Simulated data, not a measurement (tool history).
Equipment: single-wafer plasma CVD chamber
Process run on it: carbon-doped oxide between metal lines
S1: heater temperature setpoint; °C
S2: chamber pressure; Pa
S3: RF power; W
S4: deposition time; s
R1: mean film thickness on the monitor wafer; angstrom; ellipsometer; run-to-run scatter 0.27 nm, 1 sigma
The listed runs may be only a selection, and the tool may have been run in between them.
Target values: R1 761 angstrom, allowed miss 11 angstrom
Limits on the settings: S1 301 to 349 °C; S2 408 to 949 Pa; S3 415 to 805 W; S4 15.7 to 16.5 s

| run | hour | S1 | S2 | S3 | S4 | R1 |
|---|---|---|---|---|---|---|
| 1 | 0 | 325 | 679 | 610 | 16.5 | 1034.5 |
| 2 | 2.7 | 325 | 596 | 610 | 16.5 | 1027.1 |
| 3 | 5.7 | 329 | 576 | 565 | 16.3 | 926.44 |
| 4 | 7.7 | 329 | 644 | 565 | 16.3 | 938.57 |
| 5 | 13.4 | 333 | 617 | 550 | 16.3 | 899.12 |
| 6 | 21.4 | 333 | 617 | 510 | 16.3 | 837.07 |
| 7 | 29.9 | 336 | 599 | 505 | 16.3 | 814.79 |
| 8 | 34.2 | 339 | 592 | 505 | 16.3 | 805.36 |
| 9 | 39.2 | 341 | 584 | 505 | 16.3 | 797.92 |
| 10 | 41.5 | 343 | 575 | 505 | 16.3 | 796.27 |
| 11 | 45.9 | 347 | 483 | 480 | 16.3 | 731.71 |
| 12 | 47 | 345 | 488 | 480 | 16.3 | 736.4 |
| 13 | 52 | 344 | 492 | 480 | 16.3 | 738.7 |
| 14 | 56.8 | 343 | 496 | 480 | 16.3 | 743.7 |

Consider the 5 candidate settings below. Which is the only one whose results all fall within their allowed miss of target?
| A | 61.6 | 343 | 500 | 480 | 16.3 | ? |
| B | 61.6 | 329 | 423 | 460 | 16.5 | ? |
| C | 61.6 | 348 | 485 | 480 | 16.5 | ? |
| D | 61.6 | 345 | 461 | 500 | 16.2 | ? |
| E | 61.6 | 348 | 557 | 475 | 16.5 | ? |

| move | R1 |
|---|---|
| A | 740.15 |
| B | 736.45 |
| C | 735.16 |
| D | 759.73 |
| E | 737.15 |
A: moves away from the targets compared with the last run
B: moves away from the targets compared with the last run
C: moves away from the targets compared with the last run
D: in spec on every target
E: moves away from the targets compared with the last run
The right move is D.

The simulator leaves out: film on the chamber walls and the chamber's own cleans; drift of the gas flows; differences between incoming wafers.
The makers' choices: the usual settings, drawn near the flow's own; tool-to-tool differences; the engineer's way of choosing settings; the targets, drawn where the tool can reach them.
